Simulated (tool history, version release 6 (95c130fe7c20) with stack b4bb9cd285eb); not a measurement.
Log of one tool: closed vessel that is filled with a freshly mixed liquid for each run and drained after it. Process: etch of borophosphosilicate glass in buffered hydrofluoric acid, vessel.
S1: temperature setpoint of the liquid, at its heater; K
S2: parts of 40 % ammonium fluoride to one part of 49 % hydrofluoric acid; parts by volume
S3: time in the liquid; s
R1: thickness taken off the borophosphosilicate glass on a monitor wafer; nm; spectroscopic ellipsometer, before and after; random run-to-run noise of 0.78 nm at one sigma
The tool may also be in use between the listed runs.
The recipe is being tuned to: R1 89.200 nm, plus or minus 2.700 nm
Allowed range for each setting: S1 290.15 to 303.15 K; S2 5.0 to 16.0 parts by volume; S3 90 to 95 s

run,hour,S1,S2,S3,R1
1,0.0,295.15,9.5,90,132.070
2,5.8,294.15,9.5,90,126.050
3,13.9,293.65,10.0,90,118.500
4,17.9,293.15,10.5,90,109.520
5,18.8,292.65,10.5,90,109.120
6,19.7,292.15,10.5,90,105.870
7,23.1,291.65,10.5,90,99.448
8,26.3,290.15,10.5,90,94.328

Next run, 4 choices. One meets every target within its allowed miss, the rest don't. Which?
A,29.5,290.15,10.5,95,?
B,29.5,292.65,12.0,95,?
C,29.5,290.15,10.0,90,?
D,29.5,290.15,11.0,90,?

move,R1
A,99.400
B,100.230
C,98.797
D,89.954
A: misses by more than the last run did
B: misses by more than the last run did
C: misses by more than the last run did
D: each result inside its tolerance
Answer: D
